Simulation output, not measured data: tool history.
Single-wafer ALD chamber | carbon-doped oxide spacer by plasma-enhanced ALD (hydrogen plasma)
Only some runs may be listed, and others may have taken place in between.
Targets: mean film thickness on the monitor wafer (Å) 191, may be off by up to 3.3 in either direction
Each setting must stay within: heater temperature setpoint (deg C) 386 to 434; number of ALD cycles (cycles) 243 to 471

run,day,heater temperature setpoint (deg C),number of ALD cycles (cycles),mean film thickness on the monitor wafer (Å)
1,0,410,357,170.91
2,0.296,410,382,182.11
3,0.488,409,384,183.98
4,0.696,413,384,181.11
5,0.775,406,384,186.34
# day 0.858: thermocouple changed; heater temperature recalibrated
6,0.858,406,333,159.13
7,1.233,406,333,158.92
8,1.392,404,342,164.51
9,1.629,402,350,170.52

Which of these 4 next moves meets every target?
A,1.867,393,391,?
B,1.867,406,378,?
C,1.867,407,350,?
D,1.867,400,404,?

move,mean film thickness on the monitor wafer (Å)
A,190.47
B,180.89
C,166.96
D,196.8
A: in spec on every target
B: nearer the targets than the last run, but a result is still out of spec
C: further off than the last run
D: the result that was furthest off in the last run now lies on the other side of its target
The right move is A.
